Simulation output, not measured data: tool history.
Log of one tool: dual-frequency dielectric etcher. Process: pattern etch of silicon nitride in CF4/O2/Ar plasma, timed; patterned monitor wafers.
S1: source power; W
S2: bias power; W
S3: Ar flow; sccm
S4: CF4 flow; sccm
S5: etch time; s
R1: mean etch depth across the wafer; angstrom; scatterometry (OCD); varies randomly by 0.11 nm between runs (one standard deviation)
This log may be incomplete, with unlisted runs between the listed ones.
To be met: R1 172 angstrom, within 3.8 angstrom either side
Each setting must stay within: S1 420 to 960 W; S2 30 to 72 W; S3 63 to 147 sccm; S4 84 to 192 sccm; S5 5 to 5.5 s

run,day,S1,S2,S3,S4,S5,R1
1,0,690,51,105,138,5.5,138.18
2,0.188,710,51,105,138,5.5,141.47
3,0.471,710,51,105,138,5.5,141.22
4,0.65,710,51,89,138,5.5,144.55
5,0.871,710,51,89,155,5.5,146.23
6,1.2,590,51,89,155,5.5,126.21
7,1.283,620,51,89,155,5.5,129.96
8,1.562,650,51,89,155,5.5,136.62
9,1.692,790,52,88,155,5.5,160.89
10,1.846,800,52,88,155,5.5,163.54

Which single option among these 5 for the next run brings every result within its allowed miss of target? Just one does.
A,2,870,50,93,165,5,?
B,2,840,61,84,148,5,?
C,2,820,59,78,156,5,?
D,2,810,56,71,145,5.5,?
E,2,780,52,91,136,5.5,?

move,R1
A,157.48
B,165.35
C,161.75
D,171.85
E,156.08
A: further off than the last run
B: better than the last run, though not everything is in spec
C: further off than the last run
D: hits every target within its allowed miss
E: further off than the last run
Go with D: it meets all targets.

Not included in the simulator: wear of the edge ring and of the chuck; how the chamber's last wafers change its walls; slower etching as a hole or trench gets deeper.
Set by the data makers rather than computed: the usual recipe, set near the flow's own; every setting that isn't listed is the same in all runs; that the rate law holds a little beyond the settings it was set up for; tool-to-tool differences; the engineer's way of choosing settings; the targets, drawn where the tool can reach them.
